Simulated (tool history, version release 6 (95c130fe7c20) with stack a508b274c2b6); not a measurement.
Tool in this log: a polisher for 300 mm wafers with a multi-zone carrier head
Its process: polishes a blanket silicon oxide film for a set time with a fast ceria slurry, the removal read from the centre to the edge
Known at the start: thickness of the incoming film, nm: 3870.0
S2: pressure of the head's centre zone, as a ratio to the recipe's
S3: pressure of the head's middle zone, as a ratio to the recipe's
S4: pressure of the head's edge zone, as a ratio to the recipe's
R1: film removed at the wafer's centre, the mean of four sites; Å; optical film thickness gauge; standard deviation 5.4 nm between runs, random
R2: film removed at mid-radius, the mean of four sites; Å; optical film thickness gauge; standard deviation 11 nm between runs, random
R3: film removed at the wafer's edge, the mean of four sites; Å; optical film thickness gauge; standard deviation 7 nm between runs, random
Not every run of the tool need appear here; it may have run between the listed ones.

{"run": 1, "hour": 0.0, "flow of slurry (ml/min)": 125, "S2": 1.0, "S3": 1.0, "S4": 1.0, "polishing time (s)": 55, "R1": 10828.0, "R2": 10566.0, "R3": 10643.0}
{"run": 2, "hour": 8.1, "flow of slurry (ml/min)": 115, "S2": 0.96, "S3": 1.01, "S4": 0.99, "polishing time (s)": 53, "R1": 9635.4, "R2": 10173.0, "R3": 10133.0}
{"run": 3, "hour": 15.5, "flow of slurry (ml/min)": 100, "S2": 0.96, "S3": 1.01, "S4": 0.99, "polishing time (s)": 53, "R1": 9301.9, "R2": 9968.1, "R3": 9921.4}
{"run": 4, "hour": 20.0, "flow of slurry (ml/min)": 100, "S2": 0.96, "S3": 1.01, "S4": 0.95, "polishing time (s)": 53, "R1": 9417.6, "R2": 10123.0, "R3": 9766.3}
{"run": 5, "hour": 22.5, "flow of slurry (ml/min)": 95, "S2": 0.93, "S3": 1.0, "S4": 0.94, "polishing time (s)": 51, "R1": 8667.1, "R2": 9222.4, "R3": 9240.9}
{"run": 6, "hour": 26.9, "flow of slurry (ml/min)": 95, "S2": 0.93, "S3": 1.0, "S4": 0.94, "polishing time (s)": 45, "R1": 7679.8, "R2": 7985.9, "R3": 8211.5}
{"run": 7, "hour": 35.7, "flow of slurry (ml/min)": 90, "S2": 0.91, "S3": 1.01, "S4": 0.94, "polishing time (s)": 45, "R1": 7149.8, "R2": 8150.1, "R3": 8027.6}
{"run": 8, "hour": 43.9, "flow of slurry (ml/min)": 85, "S2": 0.9, "S3": 1.01, "S4": 0.95, "polishing time (s)": 45, "R1": 7228.9, "R2": 8002.6, "R3": 7975.0}

What will run 9 give?
{"run": 9, "hour": 44.8, "flow of slurry (ml/min)": 85, "S2": 0.88, "S3": 1.02, "S4": 0.97, "polishing time (s)": 45, "R1": "?", "R2": "?", "R3": "?"}

{"run 9": {"R1": 6941.2, "R2": 7956.5, "R3": 7982.4}}
